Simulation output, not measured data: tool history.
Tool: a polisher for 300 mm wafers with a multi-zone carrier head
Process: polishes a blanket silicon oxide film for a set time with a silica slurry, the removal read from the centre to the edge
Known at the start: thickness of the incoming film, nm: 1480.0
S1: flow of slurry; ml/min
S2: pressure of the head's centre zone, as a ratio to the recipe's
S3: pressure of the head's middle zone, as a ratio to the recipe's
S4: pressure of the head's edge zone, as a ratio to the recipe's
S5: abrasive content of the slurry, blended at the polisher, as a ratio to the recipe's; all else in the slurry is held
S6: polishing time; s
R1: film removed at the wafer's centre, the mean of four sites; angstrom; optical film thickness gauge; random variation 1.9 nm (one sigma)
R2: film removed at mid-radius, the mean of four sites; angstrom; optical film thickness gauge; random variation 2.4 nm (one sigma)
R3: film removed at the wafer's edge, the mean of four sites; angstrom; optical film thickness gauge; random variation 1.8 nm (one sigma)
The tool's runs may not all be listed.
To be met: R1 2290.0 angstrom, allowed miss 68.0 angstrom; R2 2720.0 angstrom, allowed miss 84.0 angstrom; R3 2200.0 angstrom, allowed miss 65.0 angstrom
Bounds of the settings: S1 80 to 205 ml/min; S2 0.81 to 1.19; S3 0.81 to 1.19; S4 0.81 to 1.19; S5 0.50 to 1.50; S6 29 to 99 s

{"run": 1, "day": 0.0, "S1": 135, "S2": 1.0, "S3": 1.0, "S4": 1.0, "S5": 1.0, "S6": 64, "R1": 1344.7, "R2": 1519.9, "R3": 1442.3}
{"run": 2, "day": 0.371, "S1": 150, "S2": 1.02, "S3": 1.05, "S4": 1.02, "S5": 1.15, "S6": 66, "R1": 1533.1, "R2": 1818.8, "R3": 1649.1}
{"run": 3, "day": 0.733, "S1": 150, "S2": 1.02, "S3": 0.97, "S4": 1.02, "S5": 1.15, "S6": 66, "R1": 1556.8, "R2": 1694.0, "R3": 1647.0}
{"run": 4, "day": 0.792, "S1": 160, "S2": 1.06, "S3": 1.02, "S4": 1.03, "S5": 1.25, "S6": 67, "R1": 1693.2, "R2": 1833.5, "R3": 1734.2}
{"run": 5, "day": 1.125, "S1": 170, "S2": 1.07, "S3": 1.06, "S4": 1.02, "S5": 1.3, "S6": 69, "R1": 1836.7, "R2": 2046.6, "R3": 1840.7}
{"day": 1.321, "done": "centre zone pressure recalibrated"}
{"run": 6, "day": 1.321, "S1": 160, "S2": 1.07, "S3": 1.06, "S4": 1.02, "S5": 1.3, "S6": 69, "R1": 1960.3, "R2": 2020.1, "R3": 1842.8}
{"run": 7, "day": 1.538, "S1": 170, "S2": 1.07, "S3": 1.09, "S4": 1.02, "S5": 1.35, "S6": 70, "R1": 2112.9, "R2": 2160.3, "R3": 1893.0}
{"run": 8, "day": 1.871, "S1": 180, "S2": 1.03, "S3": 1.11, "S4": 1.04, "S5": 1.4, "S6": 71, "R1": 2116.7, "R2": 2222.8, "R3": 1984.0}
{"run": 9, "day": 2.204, "S1": 185, "S2": 0.98, "S3": 1.13, "S4": 1.01, "S5": 1.4, "S6": 73, "R1": 2062.7, "R2": 2385.9, "R3": 1972.2}
{"run": 10, "day": 2.338, "S1": 185, "S2": 0.97, "S3": 1.14, "S4": 1.02, "S5": 1.45, "S6": 74, "R1": 2097.0, "R2": 2482.7, "R3": 2066.5}
{"run": 11, "day": 2.625, "S1": 185, "S2": 0.97, "S3": 1.15, "S4": 1.02, "S5": 1.45, "S6": 75, "R1": 2138.4, "R2": 2495.4, "R3": 2082.5}
{"run": 12, "day": 2.783, "S1": 185, "S2": 0.97, "S3": 1.15, "S4": 1.02, "S5": 1.45, "S6": 75, "R1": 2108.0, "R2": 2526.0, "R3": 2110.1}
{"run": 13, "day": 3.042, "S1": 185, "S2": 0.97, "S3": 1.16, "S4": 1.02, "S5": 1.45, "S6": 75, "R1": 2109.4, "R2": 2546.8, "R3": 2095.7}

Which of these 5 next moves meets every target?
{"run": "A", "day": 3.3, "S1": 205, "S2": 1.12, "S3": 1.12, "S4": 1.01, "S5": 1.5, "S6": 70, "R1": "?", "R2": "?", "R3": "?"}
{"run": "B", "day": 3.3, "S1": 165, "S2": 0.99, "S3": 1.13, "S4": 1.13, "S5": 1.3, "S6": 81, "R1": "?", "R2": "?", "R3": "?"}
{"run": "C", "day": 3.3, "S1": 155, "S2": 0.9, "S3": 1.16, "S4": 1.05, "S5": 1.35, "S6": 76, "R1": "?", "R2": "?", "R3": "?"}
{"run": "D", "day": 3.3, "S1": 170, "S2": 0.97, "S3": 1.14, "S4": 0.93, "S5": 1.45, "S6": 83, "R1": "?", "R2": "?", "R3": "?"}
{"run": "E", "day": 3.3, "S1": 175, "S2": 0.92, "S3": 1.14, "S4": 0.97, "S5": 1.5, "S6": 72, "R1": "?", "R2": "?", "R3": "?"}

move=A R1=2338.6 R2=2352.9 R3=2005.8
move=B R1=2174.0 R2=2507.8 R3=2248.9
move=C R1=1856.1 R2=2415.4 R3=2054.0
move=D R1=2290.7 R2=2716.8 R3=2218.2
move=E R1=1918.6 R2=2399.1 R3=1990.2
A: brings the result that was furthest off to its target, and leaves another outside
B: as far off as the last run
C: further off than the last run
D: meets every target
E: further off than the last run
Move D is the one to make.
